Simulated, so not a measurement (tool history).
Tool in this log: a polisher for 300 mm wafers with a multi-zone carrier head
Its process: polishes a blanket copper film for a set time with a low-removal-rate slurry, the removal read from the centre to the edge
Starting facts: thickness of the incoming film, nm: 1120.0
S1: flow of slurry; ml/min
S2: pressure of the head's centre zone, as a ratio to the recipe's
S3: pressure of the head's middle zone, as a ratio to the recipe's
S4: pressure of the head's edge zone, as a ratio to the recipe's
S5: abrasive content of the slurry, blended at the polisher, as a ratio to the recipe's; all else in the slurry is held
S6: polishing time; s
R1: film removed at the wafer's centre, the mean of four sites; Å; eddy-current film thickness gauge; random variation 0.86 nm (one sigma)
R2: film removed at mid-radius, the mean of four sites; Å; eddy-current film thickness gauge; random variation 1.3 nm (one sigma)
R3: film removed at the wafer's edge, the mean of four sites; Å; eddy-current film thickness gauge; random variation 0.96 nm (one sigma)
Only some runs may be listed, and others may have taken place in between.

run,day,S1,S2,S3,S4,S5,S6,R1,R2,R3
1,0.000,290,1.00,1.00,1.00,1.00,49,659.26,641.79,645.42
2,0.154,290,1.01,1.02,1.00,1.05,49,667.45,671.94,646.26
3,0.450,290,1.01,1.02,1.00,1.15,49,681.58,687.25,661.01
4,0.617,290,1.02,1.03,1.01,1.20,49,700.58,682.62,694.75
5,0.867,295,1.03,1.05,1.00,1.20,49,698.68,711.15,683.00
6,1.188,295,1.03,1.08,1.00,1.20,49,714.40,706.36,659.65
7,1.442,300,1.03,1.09,1.00,1.25,50,725.05,763.50,697.64
8,1.533,305,1.04,1.10,1.00,1.25,50,741.78,753.81,693.05
9,1.604,305,1.04,1.11,1.00,1.30,50,751.86,771.43,691.74

The next listed run, before its measurement:
10,1.688,305,1.04,1.12,1.01,1.30,50,?,?,?

{"run 10": {"R1": 752.84, "R2": 786.01, "R3": 698.39}}
